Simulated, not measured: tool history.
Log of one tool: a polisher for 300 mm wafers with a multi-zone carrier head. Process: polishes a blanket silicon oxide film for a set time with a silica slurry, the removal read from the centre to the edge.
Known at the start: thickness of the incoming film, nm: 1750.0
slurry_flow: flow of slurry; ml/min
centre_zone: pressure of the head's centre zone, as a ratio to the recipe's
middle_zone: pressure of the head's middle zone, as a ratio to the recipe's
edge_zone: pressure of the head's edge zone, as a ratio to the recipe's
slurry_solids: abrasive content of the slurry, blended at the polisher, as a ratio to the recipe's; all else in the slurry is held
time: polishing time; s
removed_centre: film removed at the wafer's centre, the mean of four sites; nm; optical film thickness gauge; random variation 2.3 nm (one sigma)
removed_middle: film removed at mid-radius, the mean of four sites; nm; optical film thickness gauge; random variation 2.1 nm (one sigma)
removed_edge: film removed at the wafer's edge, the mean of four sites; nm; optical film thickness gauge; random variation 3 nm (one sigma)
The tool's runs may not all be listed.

run 1 hour=0.0 | slurry_flow=280 centre_zone=1.00 middle_zone=1.00 edge_zone=1.00 slurry_solids=1.00 time=76 | removed_centre=175.72 removed_middle=184.90 removed_edge=180.02
run 2 hour=2.2 | slurry_flow=225 centre_zone=1.00 middle_zone=1.00 edge_zone=1.00 slurry_solids=1.00 time=76 | removed_centre=170.97 removed_middle=179.06 removed_edge=173.54
run 3 hour=9.9 | slurry_flow=265 centre_zone=1.02 middle_zone=1.00 edge_zone=1.06 slurry_solids=1.10 time=76 | removed_centre=190.44 removed_middle=192.99 removed_edge=194.79
run 4 hour=16.0 | slurry_flow=295 centre_zone=1.03 middle_zone=1.01 edge_zone=1.10 slurry_solids=1.15 time=76 | removed_centre=196.49 removed_middle=198.64 removed_edge=204.68
run 5 hour=24.9 | slurry_flow=305 centre_zone=1.04 middle_zone=1.02 edge_zone=1.13 slurry_solids=1.20 time=76 | removed_centre=205.92 removed_middle=208.61 removed_edge=214.21
run 6 hour=25.6 | slurry_flow=315 centre_zone=1.05 middle_zone=1.02 edge_zone=1.15 slurry_solids=1.25 time=76 | removed_centre=211.62 removed_middle=211.95 removed_edge=221.49
run 7 hour=31.4 | slurry_flow=320 centre_zone=1.06 middle_zone=1.02 edge_zone=1.16 slurry_solids=1.30 time=76 | removed_centre=221.00 removed_middle=216.62 removed_edge=229.85
run 8 hour=40.3 | slurry_flow=325 centre_zone=1.06 middle_zone=1.03 edge_zone=1.17 slurry_solids=1.30 time=76 | removed_centre=218.67 removed_middle=219.75 removed_edge=220.70

The next listed run, before its measurement:
run 9 hour=48.6 | slurry_flow=325 centre_zone=1.06 middle_zone=1.02 edge_zone=1.18 slurry_solids=1.35 time=76 | removed_centre=? removed_middle=? removed_edge=?

removed_centre: 221.95 nm
removed_middle: 217.62 nm
removed_edge: 230.50 nm
